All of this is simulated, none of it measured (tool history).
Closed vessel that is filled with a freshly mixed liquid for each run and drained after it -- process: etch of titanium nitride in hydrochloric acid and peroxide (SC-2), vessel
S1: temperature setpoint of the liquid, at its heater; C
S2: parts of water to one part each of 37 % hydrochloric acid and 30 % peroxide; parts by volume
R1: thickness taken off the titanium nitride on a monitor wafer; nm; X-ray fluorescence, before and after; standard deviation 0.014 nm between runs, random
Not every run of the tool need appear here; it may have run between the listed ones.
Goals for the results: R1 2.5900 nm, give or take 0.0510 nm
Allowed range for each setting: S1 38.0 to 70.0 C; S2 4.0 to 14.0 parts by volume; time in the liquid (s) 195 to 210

run 1 day=0.000 | S1=54.0 S2=7.5 time_in_the_liquid_(s)=195 | R1=8.2666
run 2 day=0.108 | S1=54.0 S2=7.5 time_in_the_liquid_(s)=210 | R1=8.8388
run 3 day=0.421 | S1=49.0 S2=8.0 time_in_the_liquid_(s)=210 | R1=6.0848
run 4 day=0.542 | S1=45.5 S2=8.5 time_in_the_liquid_(s)=210 | R1=4.5112
run 5 day=0.692 | S1=48.5 S2=8.5 time_in_the_liquid_(s)=210 | R1=5.5512
run 6 day=0.954 | S1=45.0 S2=8.5 time_in_the_liquid_(s)=210 | R1=4.4345
run 7 day=1.179 | S1=43.0 S2=8.5 time_in_the_liquid_(s)=210 | R1=3.8593
run 8 day=1.492 | S1=41.5 S2=8.5 time_in_the_liquid_(s)=210 | R1=3.4667
run 9 day=1.738 | S1=40.5 S2=8.5 time_in_the_liquid_(s)=210 | R1=3.2526

Below are 5 possible settings for the next run. Only one of them brings all results inside the allowed miss of their targets. Which is it?
run A day=1.983 | S1=41.5 S2=12.0 time_in_the_liquid_(s)=195 | R1=?
run B day=1.983 | S1=47.0 S2=11.5 time_in_the_liquid_(s)=210 | R1=?
run C day=1.983 | S1=44.5 S2=14.0 time_in_the_liquid_(s)=195 | R1=?
run D day=1.983 | S1=42.5 S2=9.0 time_in_the_liquid_(s)=210 | R1=?
run E day=1.983 | S1=45.0 S2=8.5 time_in_the_liquid_(s)=210 | R1=?

move=A R1=2.3921
move=B R1=3.9072
move=C R1=2.5796
move=D R1=3.5168
move=E R1=4.3816
A: the result that was furthest off in the last run now lies on the other side of its target
B: moves away from the targets compared with the last run
C: in spec on every target
D: moves away from the targets compared with the last run
E: moves away from the targets compared with the last run
C is the move that brings every result within its allowed miss.

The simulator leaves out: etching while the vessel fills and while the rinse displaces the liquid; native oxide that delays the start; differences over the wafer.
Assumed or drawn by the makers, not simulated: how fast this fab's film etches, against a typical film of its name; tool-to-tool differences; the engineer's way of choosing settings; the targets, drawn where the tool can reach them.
